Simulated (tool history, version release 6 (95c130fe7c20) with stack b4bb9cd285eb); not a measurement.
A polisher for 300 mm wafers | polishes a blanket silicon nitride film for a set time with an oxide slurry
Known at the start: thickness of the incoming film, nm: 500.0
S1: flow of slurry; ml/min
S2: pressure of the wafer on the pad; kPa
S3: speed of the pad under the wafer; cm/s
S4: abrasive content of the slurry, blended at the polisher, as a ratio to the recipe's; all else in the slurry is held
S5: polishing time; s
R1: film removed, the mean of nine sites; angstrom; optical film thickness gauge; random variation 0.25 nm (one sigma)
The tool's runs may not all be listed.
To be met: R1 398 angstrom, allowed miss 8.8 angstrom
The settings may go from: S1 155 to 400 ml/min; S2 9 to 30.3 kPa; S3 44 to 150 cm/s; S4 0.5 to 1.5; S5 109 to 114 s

run	day	S1	S2	S3	S4	S5	R1
1	0	255	19.3	96	1	109	538.26
2	0.079	255	19.3	96	0.85	109	483.18
3	0.138	250	18.6	96	0.85	109	465.35
4	0.45	240	17.9	96	0.85	109	452.74
5	0.721	300	17.9	96	0.85	109	462.79
6	0.842	290	17.2	96	0.85	109	437.68
7	1.1	290	16.5	96	0.85	109	427.81
8	1.333	285	15.9	96	0.85	109	408.59
9	1.488	280	15.9	96	0.85	109	412.59

4 next moves are on the table. One of them brings every result within its allowed miss. Which?
A	1.642	305	14.5	108	0.85	114	?
B	1.642	260	19.3	102	0.6	114	?
C	1.642	230	13.1	102	1.05	109	?
D	1.642	240	16.5	96	0.85	109	?

move	R1
A	430.76
B	416.74
C	397.89
D	423.33
A: further off than the last run
B: further off than the last run
C: meets every target
D: further off than the last run
Answer: C

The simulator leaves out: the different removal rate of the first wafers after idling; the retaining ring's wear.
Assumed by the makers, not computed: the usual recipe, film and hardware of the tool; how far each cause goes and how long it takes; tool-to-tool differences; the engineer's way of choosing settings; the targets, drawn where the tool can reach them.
